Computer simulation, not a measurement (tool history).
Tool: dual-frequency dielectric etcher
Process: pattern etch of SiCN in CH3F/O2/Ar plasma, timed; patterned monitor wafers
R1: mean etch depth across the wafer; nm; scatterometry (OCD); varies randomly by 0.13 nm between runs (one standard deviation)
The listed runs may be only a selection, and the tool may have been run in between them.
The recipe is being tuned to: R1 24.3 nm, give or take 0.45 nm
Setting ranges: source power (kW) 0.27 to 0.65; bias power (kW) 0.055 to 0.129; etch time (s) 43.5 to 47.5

{"run": 1, "day": 0.0, "source power (kW)": 0.46, "bias power (kW)": 0.092, "etch time (s)": 47.5, "R1": 20.267}
{"run": 2, "day": 0.192, "source power (kW)": 0.49, "bias power (kW)": 0.094, "etch time (s)": 47.5, "R1": 20.887}
{"run": 3, "day": 0.442, "source power (kW)": 0.49, "bias power (kW)": 0.094, "etch time (s)": 47.5, "R1": 20.948}
{"run": 4, "day": 0.483, "source power (kW)": 0.49, "bias power (kW)": 0.106, "etch time (s)": 47.5, "R1": 21.877}
{"run": 5, "day": 0.529, "source power (kW)": 0.49, "bias power (kW)": 0.1, "etch time (s)": 47.5, "R1": 21.333}
{"run": 6, "day": 0.875, "source power (kW)": 0.52, "bias power (kW)": 0.101, "etch time (s)": 47.5, "R1": 22.094}
{"run": 7, "day": 1.246, "source power (kW)": 0.54, "bias power (kW)": 0.102, "etch time (s)": 47.5, "R1": 22.757}
{"run": 8, "day": 1.454, "source power (kW)": 0.55, "bias power (kW)": 0.102, "etch time (s)": 47.5, "R1": 22.884}
{"run": 9, "day": 1.608, "source power (kW)": 0.56, "bias power (kW)": 0.102, "etch time (s)": 47.5, "R1": 22.941}
{"run": 10, "day": 1.679, "source power (kW)": 0.57, "bias power (kW)": 0.102, "etch time (s)": 47.5, "R1": 22.971}
{"run": 11, "day": 2.021, "source power (kW)": 0.58, "bias power (kW)": 0.102, "etch time (s)": 47.5, "R1": 23.44}
{"run": 12, "day": 2.212, "source power (kW)": 0.59, "bias power (kW)": 0.102, "etch time (s)": 47.5, "R1": 23.736}
{"run": 13, "day": 2.354, "source power (kW)": 0.6, "bias power (kW)": 0.102, "etch time (s)": 47.5, "R1": 23.755}
{"run": 14, "day": 2.438, "source power (kW)": 0.6, "bias power (kW)": 0.102, "etch time (s)": 47.5, "R1": 23.829}

Next run, 5 choices. One meets every target within its allowed miss, the rest don't. Which?
{"run": "A", "day": 2.521, "source power (kW)": 0.63, "bias power (kW)": 0.102, "etch time (s)": 46, "R1": "?"}
{"run": "B", "day": 2.521, "source power (kW)": 0.64, "bias power (kW)": 0.108, "etch time (s)": 44, "R1": "?"}
{"run": "C", "day": 2.521, "source power (kW)": 0.55, "bias power (kW)": 0.126, "etch time (s)": 45, "R1": "?"}
{"run": "D", "day": 2.521, "source power (kW)": 0.65, "bias power (kW)": 0.106, "etch time (s)": 46, "R1": "?"}
{"run": "E", "day": 2.521, "source power (kW)": 0.64, "bias power (kW)": 0.098, "etch time (s)": 45.5, "R1": "?"}

move=A R1=23.565
move=B R1=23.151
move=C R1=23.192
move=D R1=24.231
move=E R1=23.178
A: misses by more than the last run did
B: misses by more than the last run did
C: misses by more than the last run did
D: meets every target
E: misses by more than the last run did
D is the move that brings every result within its allowed miss.
